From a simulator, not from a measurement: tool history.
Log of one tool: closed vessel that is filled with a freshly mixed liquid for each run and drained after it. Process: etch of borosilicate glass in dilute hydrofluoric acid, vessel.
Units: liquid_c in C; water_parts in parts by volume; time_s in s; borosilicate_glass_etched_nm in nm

{"run": 1, "hour": 0.0, "liquid_c": 25, "water_parts": 230, "time_s": 120, "borosilicate_glass_etched_nm": 10.307}
{"run": 2, "hour": 5.7, "liquid_c": 27, "water_parts": 230, "time_s": 120, "borosilicate_glass_etched_nm": 11.03}
{"run": 3, "hour": 12.7, "liquid_c": 25, "water_parts": 230, "time_s": 120, "borosilicate_glass_etched_nm": 10.332}
{"run": 4, "hour": 14.2, "liquid_c": 25, "water_parts": 230, "time_s": 130, "borosilicate_glass_etched_nm": 11.263}
{"run": 5, "hour": 15.6, "liquid_c": 27, "water_parts": 230, "time_s": 130, "borosilicate_glass_etched_nm": 12.133}
{"run": 6, "hour": 24.0, "liquid_c": 28.5, "water_parts": 230, "time_s": 130, "borosilicate_glass_etched_nm": 12.789}
{"run": 7, "hour": 24.8, "liquid_c": 28, "water_parts": 230, "time_s": 130, "borosilicate_glass_etched_nm": 12.409}

Run 8 comes next. What will it give?
{"run": 8, "hour": 25.6, "liquid_c": 27.5, "water_parts": 230, "time_s": 130, "borosilicate_glass_etched_nm": "?"}

borosilicate_glass_etched_nm: 12.375 nm
